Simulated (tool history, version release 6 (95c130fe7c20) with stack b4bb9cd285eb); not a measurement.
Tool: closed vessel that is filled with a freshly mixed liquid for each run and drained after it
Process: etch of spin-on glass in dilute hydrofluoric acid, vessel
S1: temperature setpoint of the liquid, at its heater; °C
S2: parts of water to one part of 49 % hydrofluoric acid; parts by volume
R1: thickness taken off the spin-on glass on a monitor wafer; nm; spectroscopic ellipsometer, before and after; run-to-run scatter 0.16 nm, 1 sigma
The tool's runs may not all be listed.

run 1 day=0.000 | S1=24.0 S2=150 time_in_the_liquid_(s)=30 | R1=9.9098
run 2 day=0.329 | S1=26.0 S2=125 time_in_the_liquid_(s)=30 | R1=13.3210
run 3 day=0.542 | S1=26.0 S2=175 time_in_the_liquid_(s)=30 | R1=8.9544
run 4 day=0.858 | S1=27.5 S2=145 time_in_the_liquid_(s)=30 | R1=11.7020
run 5 day=1.096 | S1=28.5 S2=120 time_in_the_liquid_(s)=30 | R1=15.1130
run 6 day=1.312 | S1=26.0 S2=120 time_in_the_liquid_(s)=30 | R1=13.8130
run 7 day=1.650 | S1=27.5 S2=100 time_in_the_liquid_(s)=30 | R1=18.2730
run 8 day=1.688 | S1=28.5 S2=90 time_in_the_liquid_(s)=30 | R1=21.0450

Run 9, settings as shown, results not yet in. Your forecast:
run 9 day=1.821 | S1=32.0 S2=60 time_in_the_liquid_(s)=30 | R1=?

R1: 38.0440 nm
